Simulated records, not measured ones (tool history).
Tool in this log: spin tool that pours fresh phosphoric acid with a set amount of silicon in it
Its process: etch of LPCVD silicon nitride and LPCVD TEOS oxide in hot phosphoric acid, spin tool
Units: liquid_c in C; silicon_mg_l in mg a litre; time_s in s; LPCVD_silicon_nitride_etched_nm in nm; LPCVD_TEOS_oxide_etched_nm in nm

run	day	liquid_c	silicon_mg_l	time_s	LPCVD_silicon_nitride_etched_nm	LPCVD_TEOS_oxide_etched_nm
1	0.000	163.0	11.0	180	15.944	0.28127
2	0.208	163.0	7.0	180	16.112	0.32820
3	0.246	162.0	7.0	180	15.430	0.26954
4	0.471	163.5	7.0	180	16.214	0.30091
5	0.692	163.5	7.0	220	19.666	0.38246
6	0.858	164.0	8.0	235	21.852	0.40559
7	0.892	164.5	8.5	245	23.063	0.45490

What will run 8 give?
8	0.992	164.5	9.5	255	?	?

For run 8 the tool returned LPCVD_silicon_nitride_etched_nm 23.828 nm, LPCVD_TEOS_oxide_etched_nm 0.45430 nm.
